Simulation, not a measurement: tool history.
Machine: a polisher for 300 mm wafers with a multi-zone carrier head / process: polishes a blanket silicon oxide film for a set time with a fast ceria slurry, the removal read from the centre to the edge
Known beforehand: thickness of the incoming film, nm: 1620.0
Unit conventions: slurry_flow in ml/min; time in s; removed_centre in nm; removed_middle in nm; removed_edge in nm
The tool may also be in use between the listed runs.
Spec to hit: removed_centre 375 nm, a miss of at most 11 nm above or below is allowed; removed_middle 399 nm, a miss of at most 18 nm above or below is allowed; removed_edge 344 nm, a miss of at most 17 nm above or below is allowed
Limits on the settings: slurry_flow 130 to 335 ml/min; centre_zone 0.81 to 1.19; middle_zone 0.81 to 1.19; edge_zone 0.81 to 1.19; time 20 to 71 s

{"run": 1, "hour": 0.0, "slurry_flow": 215, "centre_zone": 1, "middle_zone": 1, "edge_zone": 1, "time": 45, "removed_centre": 492.76, "removed_middle": 486.61, "removed_edge": 501.99}
{"run": 2, "hour": 2.9, "slurry_flow": 215, "centre_zone": 0.93, "middle_zone": 1, "edge_zone": 1, "time": 45, "removed_centre": 474.28, "removed_middle": 484.17, "removed_edge": 492.68}
{"run": 3, "hour": 7.2, "slurry_flow": 250, "centre_zone": 0.93, "middle_zone": 1, "edge_zone": 1, "time": 45, "removed_centre": 476.09, "removed_middle": 495.09, "removed_edge": 496.26}
{"run": 4, "hour": 15.6, "slurry_flow": 250, "centre_zone": 0.93, "middle_zone": 1.03, "edge_zone": 1, "time": 45, "removed_centre": 473.72, "removed_middle": 514.47, "removed_edge": 494.53}
{"run": 5, "hour": 19.2, "slurry_flow": 255, "centre_zone": 0.94, "middle_zone": 1.03, "edge_zone": 0.96, "time": 42, "removed_centre": 446.05, "removed_middle": 475.44, "removed_edge": 458.75}
{"run": 6, "hour": 20.8, "slurry_flow": 265, "centre_zone": 0.96, "middle_zone": 1.05, "edge_zone": 0.93, "time": 40, "removed_centre": 434.38, "removed_middle": 460.05, "removed_edge": 436.43}
{"run": 7, "hour": 26.1, "slurry_flow": 275, "centre_zone": 0.98, "middle_zone": 1.07, "edge_zone": 0.9, "time": 38, "removed_centre": 420.65, "removed_middle": 447.64, "removed_edge": 406.96}
{"run": 8, "hour": 30.6, "slurry_flow": 275, "centre_zone": 0.99, "middle_zone": 1.08, "edge_zone": 0.88, "time": 37, "removed_centre": 417.35, "removed_middle": 435.47, "removed_edge": 379.6}
{"run": 9, "hour": 37.8, "slurry_flow": 265, "centre_zone": 0.98, "middle_zone": 1.07, "edge_zone": 0.86, "time": 37, "removed_centre": 410.74, "removed_middle": 421.87, "removed_edge": 388.35}
{"run": 10, "hour": 44.3, "slurry_flow": 265, "centre_zone": 0.98, "middle_zone": 1.08, "edge_zone": 0.85, "time": 36, "removed_centre": 402.95, "removed_middle": 421.72, "removed_edge": 371.73}
{"run": 11, "hour": 49.2, "slurry_flow": 260, "centre_zone": 0.98, "middle_zone": 1.08, "edge_zone": 0.84, "time": 36, "removed_centre": 390.69, "removed_middle": 409.68, "removed_edge": 367.94}

Which of these 4 next moves meets every target?
{"run": "A", "hour": 54.1, "slurry_flow": 220, "centre_zone": 0.82, "middle_zone": 1.01, "edge_zone": 0.9, "time": 38, "removed_centre": "?", "removed_middle": "?", "removed_edge": "?"}
{"run": "B", "hour": 54.1, "slurry_flow": 225, "centre_zone": 0.9, "middle_zone": 1.02, "edge_zone": 0.83, "time": 39, "removed_centre": "?", "removed_middle": "?", "removed_edge": "?"}
{"run": "C", "hour": 54.1, "slurry_flow": 255, "centre_zone": 1, "middle_zone": 1.13, "edge_zone": 0.84, "time": 33, "removed_centre": "?", "removed_middle": "?", "removed_edge": "?"}
{"run": "D", "hour": 54.1, "slurry_flow": 225, "centre_zone": 0.91, "middle_zone": 0.98, "edge_zone": 0.9, "time": 40, "removed_centre": "?", "removed_middle": "?", "removed_edge": "?"}

move=A removed_centre=359.24 removed_middle=405.03 removed_edge=410.17
move=B removed_centre=396.92 removed_middle=419.48 removed_edge=406.81
move=C removed_centre=371.18 removed_middle=384.84 removed_edge=349.92
move=D removed_centre=410.46 removed_middle=419.66 removed_edge=432.91
A: takes the biggest miss from the last run beyond its target
B: moves away from the targets compared with the last run
C: every result within its allowed miss
D: moves away from the targets compared with the last run
The right move is C.
